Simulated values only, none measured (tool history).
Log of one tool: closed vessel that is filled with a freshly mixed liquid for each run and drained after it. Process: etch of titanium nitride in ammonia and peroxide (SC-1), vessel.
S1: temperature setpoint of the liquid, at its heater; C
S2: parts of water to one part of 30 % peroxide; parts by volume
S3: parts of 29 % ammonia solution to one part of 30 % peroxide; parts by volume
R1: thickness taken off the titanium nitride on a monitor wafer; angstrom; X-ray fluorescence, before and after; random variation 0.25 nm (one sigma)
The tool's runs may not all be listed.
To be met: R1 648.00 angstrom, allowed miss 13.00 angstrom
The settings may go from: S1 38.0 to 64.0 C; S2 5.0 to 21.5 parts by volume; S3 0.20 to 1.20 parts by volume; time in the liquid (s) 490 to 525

{"run": 1, "hour": 0.0, "S1": 48.0, "S2": 12.0, "S3": 0.8, "time in the liquid (s)": 490, "R1": 329.1}
{"run": 2, "hour": 4.5, "S1": 48.0, "S2": 14.0, "S3": 0.8, "time in the liquid (s)": 490, "R1": 303.91}
{"run": 3, "hour": 6.8, "S1": 48.0, "S2": 12.0, "S3": 0.8, "time in the liquid (s)": 490, "R1": 329.0}
{"run": 4, "hour": 10.3, "S1": 50.5, "S2": 12.0, "S3": 0.8, "time in the liquid (s)": 490, "R1": 390.42}
{"run": 5, "hour": 17.9, "S1": 52.5, "S2": 12.0, "S3": 0.8, "time in the liquid (s)": 490, "R1": 449.07}
{"run": 6, "hour": 22.0, "S1": 49.0, "S2": 12.0, "S3": 0.8, "time in the liquid (s)": 490, "R1": 350.65}
{"run": 7, "hour": 27.3, "S1": 51.5, "S2": 12.0, "S3": 0.8, "time in the liquid (s)": 490, "R1": 417.45}
{"run": 8, "hour": 31.7, "S1": 51.5, "S2": 12.0, "S3": 0.8, "time in the liquid (s)": 490, "R1": 418.03}
{"run": 9, "hour": 32.8, "S1": 59.0, "S2": 12.0, "S3": 0.8, "time in the liquid (s)": 490, "R1": 698.63}
{"run": 10, "hour": 37.0, "S1": 58.5, "S2": 12.0, "S3": 0.8, "time in the liquid (s)": 490, "R1": 672.11}

5 next moves are on the table. One of them brings every result within its allowed miss. Which?
{"run": "A", "hour": 41.2, "S1": 55.5, "S2": 10.0, "S3": 0.85, "time in the liquid (s)": 520, "R1": "?"}
{"run": "B", "hour": 41.2, "S1": 56.0, "S2": 12.0, "S3": 0.85, "time in the liquid (s)": 520, "R1": "?"}
{"run": "C", "hour": 41.2, "S1": 56.5, "S2": 12.0, "S3": 1.0, "time in the liquid (s)": 490, "R1": "?"}
{"run": "D", "hour": 41.2, "S1": 59.0, "S2": 15.0, "S3": 0.85, "time in the liquid (s)": 490, "R1": "?"}
{"run": "E", "hour": 41.2, "S1": 54.5, "S2": 8.5, "S3": 0.95, "time in the liquid (s)": 490, "R1": "?"}

move=A R1=645.15
move=B R1=607.61
move=C R1=607.70
move=D R1=621.50
move=E R1=626.51
A: meets every target
B: takes the result that was furthest off past its target
C: takes the result that was furthest off past its target
D: takes the result that was furthest off past its target
E: takes the result that was furthest off past its target
Move A is the one to make.
